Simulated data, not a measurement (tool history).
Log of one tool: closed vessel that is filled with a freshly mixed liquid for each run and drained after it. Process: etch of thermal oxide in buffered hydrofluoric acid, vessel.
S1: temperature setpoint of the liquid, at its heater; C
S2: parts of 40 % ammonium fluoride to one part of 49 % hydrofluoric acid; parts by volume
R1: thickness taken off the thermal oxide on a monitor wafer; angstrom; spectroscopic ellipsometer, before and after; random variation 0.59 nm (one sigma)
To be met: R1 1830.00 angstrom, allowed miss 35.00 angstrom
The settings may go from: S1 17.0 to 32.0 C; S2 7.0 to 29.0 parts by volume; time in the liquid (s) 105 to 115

Run 1, hour 0.0: S1 24.0 C, S2 18.0 parts by volume, time in the liquid (s) 105. Result: R1 698.31 angstrom.
Run 2, hour 3.7: S1 21.5 C, S2 18.0 parts by volume, time in the liquid (s) 105. Result: R1 612.12 angstrom.
Run 3, hour 12.7: S1 24.5 C, S2 18.0 parts by volume, time in the liquid (s) 105. Result: R1 720.86 angstrom.
Run 4, hour 20.9: S1 26.5 C, S2 15.5 parts by volume, time in the liquid (s) 105. Result: R1 938.09 angstrom.
Run 5, hour 24.0: S1 26.5 C, S2 13.5 parts by volume, time in the liquid (s) 105. Result: R1 1070.00 angstrom.
Run 6, hour 28.2: S1 25.0 C, S2 13.5 parts by volume, time in the liquid (s) 105. Result: R1 983.64 angstrom.
Run 7, hour 30.6: S1 26.5 C, S2 12.5 parts by volume, time in the liquid (s) 105. Result: R1 1155.90 angstrom.
Run 8, hour 35.5: S1 28.0 C, S2 12.0 parts by volume, time in the liquid (s) 105. Result: R1 1302.00 angstrom.
Run 9, hour 38.9: S1 32.0 C, S2 9.5 parts by volume, time in the liquid (s) 105. Result: R1 1976.60 angstrom.

4 next moves are on the table. One of them brings every result within its allowed miss. Which?
Run A, hour 42.3: S1 30.5 C, S2 9.0 parts by volume, time in the liquid (s) 105. Result: R1 ?.
Run B, hour 42.3: S1 31.0 C, S2 9.0 parts by volume, time in the liquid (s) 105. Result: R1 ?.
Run C, hour 42.3: S1 32.0 C, S2 12.0 parts by volume, time in the liquid (s) 115. Result: R1 ?.
Run D, hour 42.3: S1 30.0 C, S2 9.0 parts by volume, time in the liquid (s) 105. Result: R1 ?.

move       R1
   A  1884.60
   B  1934.40
   C  1749.40
   D  1835.90
A: nearer than the last run, and not there yet
B: nearer than the last run, and not there yet
C: takes the result that was furthest off past its target
D: meets every target
The right move is D.
